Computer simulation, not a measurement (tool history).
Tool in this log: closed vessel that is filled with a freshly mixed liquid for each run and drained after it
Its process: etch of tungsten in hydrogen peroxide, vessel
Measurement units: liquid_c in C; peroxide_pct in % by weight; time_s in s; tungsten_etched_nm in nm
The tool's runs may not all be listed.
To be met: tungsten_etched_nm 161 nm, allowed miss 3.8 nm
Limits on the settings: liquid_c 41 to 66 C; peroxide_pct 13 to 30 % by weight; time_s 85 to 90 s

run,hour,liquid_c,peroxide_pct,time_s,tungsten_etched_nm
1,0,57,25,85,197.24
2,1.1,57,20,85,177.12
3,4.7,56.5,20,85,171.42
4,7.3,53.5,20,85,143.92
5,8.5,53.5,17,85,131.55
6,12.2,60,17,85,194.27
7,16,59,17,85,181.99
8,19.4,58.5,17,85,179.4
9,25.2,58,17,85,172.5

Below are 5 possible settings for the next run. Only one of them brings all results inside the allowed miss of their targets. Which is it?
A,31,57,19,90,?
B,31,57.5,18.5,90,?
C,31,61.5,13,85,?
D,31,55.5,25.5,90,?
E,31,57,17,85,?

move,tungsten_etched_nm
A,181.46
B,184.37
C,183.85
D,192.47
E,162.11
A: further off than the last run
B: further off than the last run
C: further off than the last run
D: further off than the last run
E: every result within its allowed miss
E meets every target.
